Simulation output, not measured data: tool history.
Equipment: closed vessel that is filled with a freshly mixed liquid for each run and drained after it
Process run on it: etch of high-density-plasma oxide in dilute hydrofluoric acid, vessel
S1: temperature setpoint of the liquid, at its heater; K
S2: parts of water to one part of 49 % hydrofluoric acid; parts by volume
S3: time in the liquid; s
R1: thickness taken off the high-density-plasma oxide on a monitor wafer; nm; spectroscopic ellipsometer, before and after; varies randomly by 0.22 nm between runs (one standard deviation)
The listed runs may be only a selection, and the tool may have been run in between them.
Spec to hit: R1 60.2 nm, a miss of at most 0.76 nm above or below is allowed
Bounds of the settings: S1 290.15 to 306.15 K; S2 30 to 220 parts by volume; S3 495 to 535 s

run,hour,S1,S2,S3,R1
1,0,298.15,125,495,27.541
2,4.8,298.15,125,495,27.357
3,12.1,298.15,125,495,27.37
4,19.8,298.15,105,495,33.453
5,24.9,300.15,95,495,40.137
6,28.7,302.15,95,495,43.654
7,31.7,303.15,90,495,48.296
8,38.7,304.15,90,495,49.852
9,46.9,304.65,85,495,54.217
10,47.4,305.15,85,495,55.785
11,49.7,306.15,80,495,61.702

Consider the 4 candidate settings below. Which is the only one whose results all fall within their allowed miss of target?
A,52,305.15,75,495,?
B,52,306.15,90,535,?
C,52,303.65,75,495,?
D,52,304.65,75,495,?

move,R1
A,63.853
B,58.328
C,60.322
D,62.659
A: moves away from the targets compared with the last run
B: the result that was furthest off in the last run now lies on the other side of its target
C: each result inside its tolerance
D: moves away from the targets compared with the last run
C meets every target.
